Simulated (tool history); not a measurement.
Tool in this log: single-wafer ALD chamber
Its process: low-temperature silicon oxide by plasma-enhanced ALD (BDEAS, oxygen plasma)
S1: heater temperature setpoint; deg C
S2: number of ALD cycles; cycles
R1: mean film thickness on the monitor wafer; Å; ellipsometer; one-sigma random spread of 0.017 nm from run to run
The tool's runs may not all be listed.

run  hour  S1  S2      R1
  1     0  95  26  37.983
  2   1.3  96  25  36.614
  3   5.9  96  22  32.255
  4  14.6  96  24  34.887
  5  21.6  97  24  34.632
  6  24.4  97  27  39.107
  7  29.3  97  27  39.678
  8  30.6  98  26  37.992

Run 9 is up next; what results do you expect?
  9  31.5  98  25   ?

Run 9 measured R1 36.488 Å.
